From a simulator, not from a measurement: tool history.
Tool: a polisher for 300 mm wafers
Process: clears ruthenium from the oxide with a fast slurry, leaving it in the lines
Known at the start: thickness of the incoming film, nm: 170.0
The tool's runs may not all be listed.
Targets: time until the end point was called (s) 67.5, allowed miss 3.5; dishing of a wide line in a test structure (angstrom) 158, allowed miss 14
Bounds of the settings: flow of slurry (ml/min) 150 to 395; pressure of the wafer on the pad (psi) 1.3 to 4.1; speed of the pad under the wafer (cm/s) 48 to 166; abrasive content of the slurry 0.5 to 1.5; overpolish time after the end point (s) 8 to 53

run	hour	flow of slurry (ml/min)	pressure of the wafer on the pad (psi)	speed of the pad under the wafer (cm/s)	abrasive content of the slurry	overpolish time after the end point (s)	time until the end point was called (s)	dishing of a wide line in a test structure (angstrom)
1	0	250	2.7	106	1	27	38.849	563.65
2	2.4	300	2.7	106	1	27	38.113	582.79
3	8.6	275	2.5	104	1	24	43.308	520.76
4	14	275	2.5	104	1	31	41.519	588.38
5	15.4	255	2.4	100	1	27	46.679	533.61
6	20.4	255	2.4	100	0.8	27	52.245	483.66
7	27.6	240	2.5	98	0.75	24	55.781	442.02
8	30.5	225	2.6	94	0.7	22	58.83	388.22
9	37.5	215	2.8	88	0.65	20	63.066	348.93
10	45.4	205	3	84	0.65	18	62.524	334.51

5 next moves are on the table. One of them brings every result within its allowed miss. Which?
A	53.3	240	2.8	92	0.65	9	?	?
B	53.3	225	2.6	88	0.6	47	?	?
C	53.3	150	4	80	0.5	8	?	?
D	53.3	225	2	84	0.8	44	?	?
E	53.3	170	2.6	88	0.65	38	?	?

move	time until the end point was called (s)	dishing of a wide line in a test structure (angstrom)
A	59.207	194.93
B	72.167	553.47
C	66.412	158.93
D	75.662	521.22
E	68.392	508.12
A: nearer than the last run, and not there yet
B: further off than the last run
C: meets every target
D: further off than the last run
E: further off than the last run
Answer: C
